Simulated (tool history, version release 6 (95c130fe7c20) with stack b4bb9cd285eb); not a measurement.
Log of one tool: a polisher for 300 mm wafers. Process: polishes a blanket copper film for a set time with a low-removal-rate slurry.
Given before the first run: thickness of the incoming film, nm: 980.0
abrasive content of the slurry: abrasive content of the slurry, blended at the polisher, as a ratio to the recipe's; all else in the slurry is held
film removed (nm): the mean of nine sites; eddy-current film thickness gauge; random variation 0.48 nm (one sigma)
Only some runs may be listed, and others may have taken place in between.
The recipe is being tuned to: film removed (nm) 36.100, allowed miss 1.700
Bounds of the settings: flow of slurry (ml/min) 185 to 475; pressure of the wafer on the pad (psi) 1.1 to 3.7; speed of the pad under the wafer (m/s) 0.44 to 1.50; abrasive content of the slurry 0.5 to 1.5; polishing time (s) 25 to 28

run  hour  flow of slurry (ml/min)  pressure of the wafer on the pad (psi)  speed of the pad under the wafer (m/s)  abrasive content of the slurry  polishing time (s)  film removed (nm)
  1   0.0                      305                                     2.4                                    0.96                             1.0                  28             79.661
  2   8.5                      305                                     2.4                                    1.10                             1.0                  28             90.024
  3   9.9                      305                                     2.2                                    1.04                             1.0                  28             77.056
  4  15.7                      305                                     2.0                                    1.00                             1.0                  28             69.235
  5  23.4                      305                                     1.9                                    0.96                             1.0                  28             63.291
  6  26.4                      305                                     1.8                                    0.92                             1.0                  28             56.469
  7  31.7                      305                                     1.7                                    0.90                             1.0                  28             52.779
  8  35.8                      305                                     1.6                                    0.88                             1.0                  28             49.259
  9  36.5                      305                                     1.5                                    0.86                             1.0                  28             46.146
 10  45.3                      305                                     1.4                                    0.86                             1.0                  28             43.222

Which one of the following 4 next-run settings gets every result inside its allowed miss? There is exactly one.
  A  54.1                      305                                     1.1                                    0.90                             1.0                  25                  ?
  B  54.1                      325                                     1.4                                    0.76                             0.9                  25                  ?
  C  54.1                      275                                     1.3                                    0.86                             1.1                  25                  ?
  D  54.1                      330                                     1.1                                    0.90                             1.0                  25                  ?

move  film removed (nm)
   A             31.489
   B             32.877
   C             35.753
   D             31.720
A: the result that was furthest off in the last run now lies on the other side of its target
B: the result that was furthest off in the last run now lies on the other side of its target
C: each result inside its tolerance
D: the result that was furthest off in the last run now lies on the other side of its target
Correct choice: C, which meets every target

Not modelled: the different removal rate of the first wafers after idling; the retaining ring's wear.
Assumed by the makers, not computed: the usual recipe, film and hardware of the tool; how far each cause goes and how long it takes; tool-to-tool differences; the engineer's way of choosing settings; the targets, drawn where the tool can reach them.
